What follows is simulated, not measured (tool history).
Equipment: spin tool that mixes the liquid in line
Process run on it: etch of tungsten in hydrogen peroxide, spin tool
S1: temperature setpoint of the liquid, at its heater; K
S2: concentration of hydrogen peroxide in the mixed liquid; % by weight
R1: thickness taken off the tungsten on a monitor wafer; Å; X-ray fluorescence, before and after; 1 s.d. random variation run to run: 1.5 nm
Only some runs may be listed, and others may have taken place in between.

run 1 hour=0 | S1=320.15 S2=22.5 time_under_the_liquid_(s)=50 | R1=1297.4
run 2 hour=5.9 | S1=320.15 S2=18 time_under_the_liquid_(s)=50 | R1=1166.1
run 3 hour=12.6 | S1=321.65 S2=18 time_under_the_liquid_(s)=50 | R1=1277
run 4 hour=17.6 | S1=321.65 S2=14 time_under_the_liquid_(s)=50 | R1=1136.8
run 5 hour=18.4 | S1=326.65 S2=14 time_under_the_liquid_(s)=50 | R1=1557.2
run 6 hour=24 | S1=326.65 S2=12 time_under_the_liquid_(s)=50 | R1=1422.3
run 7 hour=30.1 | S1=327.65 S2=12 time_under_the_liquid_(s)=50 | R1=1495.3
-- hour=38.5 peroxide flow meter replaced
run 8 hour=38.5 | S1=328.15 S2=12 time_under_the_liquid_(s)=50 | R1=1499.6

The next listed run, before its measurement:
run 9 hour=40.3 | S1=329.15 S2=12 time_under_the_liquid_(s)=50 | R1=?

R1: 1571.2 Å

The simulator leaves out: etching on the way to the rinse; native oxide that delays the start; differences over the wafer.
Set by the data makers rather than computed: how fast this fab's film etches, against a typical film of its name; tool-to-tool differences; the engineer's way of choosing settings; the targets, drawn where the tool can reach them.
